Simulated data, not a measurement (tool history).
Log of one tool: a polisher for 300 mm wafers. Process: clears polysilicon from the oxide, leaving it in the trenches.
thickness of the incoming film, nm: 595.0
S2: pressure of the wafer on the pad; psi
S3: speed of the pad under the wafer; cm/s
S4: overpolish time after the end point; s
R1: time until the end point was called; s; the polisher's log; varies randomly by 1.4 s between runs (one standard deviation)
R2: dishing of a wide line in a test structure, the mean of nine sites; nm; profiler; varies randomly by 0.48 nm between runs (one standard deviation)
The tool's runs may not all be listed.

{"run": 1, "day": 0.0, "flow of slurry (ml/min)": 290, "S2": 1.6, "S3": 76, "S4": 18, "R1": 135.76, "R2": 26.188}
{"run": 2, "day": 0.05, "flow of slurry (ml/min)": 290, "S2": 1.6, "S3": 76, "S4": 12, "R1": 139.65, "R2": 24.794}
{"run": 3, "day": 0.342, "flow of slurry (ml/min)": 290, "S2": 1.2, "S3": 76, "S4": 12, "R1": 186.55, "R2": 21.24}
{"run": 4, "day": 0.696, "flow of slurry (ml/min)": 290, "S2": 1.2, "S3": 66, "S4": 12, "R1": 212.56, "R2": 20.378}
{"run": 5, "day": 0.875, "flow of slurry (ml/min)": 290, "S2": 1.2, "S3": 66, "S4": 16, "R1": 215.45, "R2": 22.354}
{"run": 6, "day": 1.121, "flow of slurry (ml/min)": 290, "S2": 1.2, "S3": 66, "S4": 24, "R1": 215.57, "R2": 25.883}
{"run": 7, "day": 1.162, "flow of slurry (ml/min)": 290, "S2": 1.4, "S3": 68, "S4": 22, "R1": 173.95, "R2": 26.195}
{"run": 8, "day": 1.438, "flow of slurry (ml/min)": 290, "S2": 1.5, "S3": 68, "S4": 20, "R1": 170.46, "R2": 25.733}

Run 9 has not been measured yet. What should we expect?
{"run": 9, "day": 1.462, "flow of slurry (ml/min)": 300, "S2": 2, "S3": 88, "S4": 12, "R1": "?", "R2": "?"}

{"run 9": {"R1": 96.251, "R2": 26.56}}

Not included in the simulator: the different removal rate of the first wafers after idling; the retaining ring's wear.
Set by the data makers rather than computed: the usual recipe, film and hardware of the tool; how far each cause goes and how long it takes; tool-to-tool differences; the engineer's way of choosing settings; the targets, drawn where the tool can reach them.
